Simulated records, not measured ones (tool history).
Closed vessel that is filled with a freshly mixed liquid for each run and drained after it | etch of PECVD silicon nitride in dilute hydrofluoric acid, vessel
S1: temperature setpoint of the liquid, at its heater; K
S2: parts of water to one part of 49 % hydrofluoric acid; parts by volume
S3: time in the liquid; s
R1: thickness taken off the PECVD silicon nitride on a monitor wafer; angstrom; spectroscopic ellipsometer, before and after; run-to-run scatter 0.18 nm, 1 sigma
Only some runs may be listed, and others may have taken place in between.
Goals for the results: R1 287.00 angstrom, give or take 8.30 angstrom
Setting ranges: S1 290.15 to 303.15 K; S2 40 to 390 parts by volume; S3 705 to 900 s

run	hour	S1	S2	S3	R1
1	0.0	295.15	215	900	219.83
2	5.9	295.15	215	705	169.66
3	14.8	293.65	215	705	155.11
4	15.6	293.65	165	705	201.05
5	18.1	293.65	90	705	356.75
6	21.5	293.65	90	705	359.51
7	23.2	293.15	90	705	350.65
8	27.4	292.15	90	705	326.24

Exercise: of the 5 proposed moves below, exactly one satisfies all targets within the stated allowed misses. Which move is it?
A	31.6	295.15	90	705	?
B	31.6	294.65	135	780	?
C	31.6	294.15	85	720	?
D	31.6	293.15	100	845	?
E	31.6	294.15	110	705	?

move	R1
A	393.68
B	283.03
C	397.42
D	371.75
E	302.36
A: its largest miss is bigger than the last run's
B: all results land within tolerance of their targets
C: its largest miss is bigger than the last run's
D: its largest miss is bigger than the last run's
E: better than the last run, though not everything is in spec
B is the move that brings every result within its allowed miss.
